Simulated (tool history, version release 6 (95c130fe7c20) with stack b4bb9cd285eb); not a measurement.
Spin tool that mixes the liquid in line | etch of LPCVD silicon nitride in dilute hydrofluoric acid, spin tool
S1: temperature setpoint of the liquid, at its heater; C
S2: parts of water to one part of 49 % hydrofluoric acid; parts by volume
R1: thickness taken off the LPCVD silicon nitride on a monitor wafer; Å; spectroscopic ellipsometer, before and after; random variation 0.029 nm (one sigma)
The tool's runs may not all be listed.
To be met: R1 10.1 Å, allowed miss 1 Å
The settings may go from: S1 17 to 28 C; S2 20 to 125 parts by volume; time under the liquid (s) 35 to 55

run 1 hour=0 | S1=20 S2=70 time_under_the_liquid_(s)=55 | R1=2.9841
run 2 hour=8.9 | S1=22.5 S2=70 time_under_the_liquid_(s)=55 | R1=3.4737
run 3 hour=10.8 | S1=24.5 S2=55 time_under_the_liquid_(s)=55 | R1=5.0307
run 4 hour=15.8 | S1=24.5 S2=55 time_under_the_liquid_(s)=35 | R1=3.1149
run 5 hour=23.5 | S1=24.5 S2=70 time_under_the_liquid_(s)=35 | R1=2.4593
run 6 hour=25.1 | S1=24.5 S2=85 time_under_the_liquid_(s)=35 | R1=2.0624
run 7 hour=25.9 | S1=28 S2=55 time_under_the_liquid_(s)=55 | R1=6.0511
run 8 hour=32.2 | S1=28 S2=45 time_under_the_liquid_(s)=55 | R1=7.7087
run 9 hour=39.9 | S1=28 S2=40 time_under_the_liquid_(s)=55 | R1=8.8515

Which of these 4 next moves meets every target?
run A hour=47.6 | S1=25 S2=25 time_under_the_liquid_(s)=50 | R1=?
run B hour=47.6 | S1=28 S2=25 time_under_the_liquid_(s)=55 | R1=?
run C hour=47.6 | S1=27.5 S2=25 time_under_the_liquid_(s)=55 | R1=?
run D hour=47.6 | S1=28 S2=25 time_under_the_liquid_(s)=50 | R1=?

move=A R1=10.019
move=B R1=13.48
move=C R1=13.039
move=D R1=12.254
A: meets every target
B: takes the result that was furthest off past its target
C: takes the result that was furthest off past its target
D: takes the result that was furthest off past its target
The right move is A.
